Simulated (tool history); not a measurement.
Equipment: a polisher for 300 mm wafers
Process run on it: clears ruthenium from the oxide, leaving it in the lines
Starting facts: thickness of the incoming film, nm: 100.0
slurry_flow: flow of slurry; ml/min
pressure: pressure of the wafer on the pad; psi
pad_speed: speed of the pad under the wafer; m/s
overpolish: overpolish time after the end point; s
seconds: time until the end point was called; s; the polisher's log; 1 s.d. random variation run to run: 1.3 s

run,hour,slurry_flow,pressure,pad_speed,overpolish,seconds
1,0.0,155,1.4,1.04,6,135.040
2,7.6,155,1.4,1.04,6,133.030
3,15.8,155,1.5,1.06,6,115.970
4,17.2,155,1.6,1.06,6,115.280
5,20.0,155,1.7,1.08,6,106.150
6,25.8,155,1.7,1.32,6,87.535

Run 7 is up next; what results do you expect?
7,29.9,155,1.8,1.32,6,?

seconds: 82.747 s
